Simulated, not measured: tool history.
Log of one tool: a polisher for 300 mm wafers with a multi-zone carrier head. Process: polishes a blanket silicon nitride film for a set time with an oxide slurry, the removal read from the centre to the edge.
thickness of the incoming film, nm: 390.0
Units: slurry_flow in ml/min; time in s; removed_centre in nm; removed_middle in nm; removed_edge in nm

run 1 hour=0.0 | slurry_flow=250 centre_zone=1.00 middle_zone=1.00 edge_zone=1.00 slurry_solids=1.00 time=71 | removed_centre=66.231 removed_middle=65.790 removed_edge=64.165
run 2 hour=3.3 | slurry_flow=245 centre_zone=1.01 middle_zone=0.96 edge_zone=1.00 slurry_solids=1.00 time=71 | removed_centre=63.719 removed_middle=62.520 removed_edge=64.334
run 3 hour=11.9 | slurry_flow=245 centre_zone=1.01 middle_zone=0.96 edge_zone=1.00 slurry_solids=1.00 time=57 | removed_centre=53.790 removed_middle=49.965 removed_edge=51.636
run 4 hour=13.1 | slurry_flow=250 centre_zone=1.03 middle_zone=0.95 edge_zone=1.03 slurry_solids=1.05 time=57 | removed_centre=55.243 removed_middle=52.282 removed_edge=54.391
run 5 hour=17.4 | slurry_flow=250 centre_zone=0.98 middle_zone=0.95 edge_zone=1.03 slurry_solids=1.05 time=57 | removed_centre=54.722 removed_middle=52.859 removed_edge=54.693
run 6 hour=24.7 | slurry_flow=250 centre_zone=0.98 middle_zone=0.95 edge_zone=1.03 slurry_solids=1.20 time=57 | removed_centre=56.691 removed_middle=56.322 removed_edge=58.462

Run 7 comes next. What will it give?
run 7 hour=29.5 | slurry_flow=255 centre_zone=1.02 middle_zone=0.93 edge_zone=1.04 slurry_solids=1.20 time=57 | removed_centre=? removed_middle=? removed_edge=?

{"run 7": {"removed_centre": 58.935, "removed_middle": 55.709, "removed_edge": 59.792}}
